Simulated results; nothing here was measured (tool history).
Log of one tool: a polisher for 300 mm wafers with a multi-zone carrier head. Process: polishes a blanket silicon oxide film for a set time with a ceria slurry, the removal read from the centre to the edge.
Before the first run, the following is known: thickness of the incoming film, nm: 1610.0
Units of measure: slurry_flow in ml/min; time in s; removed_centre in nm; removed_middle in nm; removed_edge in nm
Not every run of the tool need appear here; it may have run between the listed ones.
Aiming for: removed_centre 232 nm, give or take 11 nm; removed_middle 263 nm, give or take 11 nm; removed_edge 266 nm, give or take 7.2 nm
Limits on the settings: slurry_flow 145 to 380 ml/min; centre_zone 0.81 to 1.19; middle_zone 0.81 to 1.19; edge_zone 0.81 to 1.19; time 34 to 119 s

run	hour	slurry_flow	centre_zone	middle_zone	edge_zone	time	removed_centre	removed_middle	removed_edge
1	0	245	1	1	1	76	199.12	193.85	207.74
2	0.8	255	0.99	1.04	1.05	80	206.88	214.27	222.65
3	8	255	0.99	1.09	1.05	80	210	225.71	226.47
4	13.9	255	1.02	1.09	1.05	80	213.37	222.95	227.09
5	19.5	255	0.96	1.09	1.05	80	200.79	225.85	223.8
6	21.8	255	0.96	1.09	1.05	64	162.69	178.85	180.05
7	29.4	255	0.97	1.1	1.08	72	182.45	203.91	206.18
8	33.9	260	0.99	1.12	1.11	76	202.57	217.57	220.62
9	42.1	260	0.98	1.13	1.13	80	208.09	231.95	233.42
10	45.5	260	0.98	1.14	1.15	83	217.34	234.11	245.26
# hour 51.8: edge zone pressure recalibrated
11	51.8	270	0.97	1.16	1.16	85	216.92	251.93	241.08
12	54.8	260	0.97	1.16	1.17	87	222.17	256.31	245.49

Exercise: of the 5 proposed moves below, exactly one satisfies all targets within the stated allowed misses. Which move is it?
A	57.8	285	1.13	1.19	1.16	80	?	?	?
B	57.8	255	0.99	1.18	1.15	82	?	?	?
C	57.8	335	1.05	1.08	1.08	84	?	?	?
D	57.8	210	0.95	1.1	1.15	96	?	?	?
E	57.8	225	0.97	1.19	1.1	82	?	?	?

move	removed_centre	removed_middle	removed_edge
A	241.83	239.82	229.93
B	213.84	241.06	232.38
C	239.9	235.56	236.28
D	232.85	258.6	266.83
E	205.62	238.82	224.4
A: lands further from the targets than the last run did
B: lands further from the targets than the last run did
C: lands further from the targets than the last run did
D: every result within its allowed miss
E: lands further from the targets than the last run did
D meets every target.
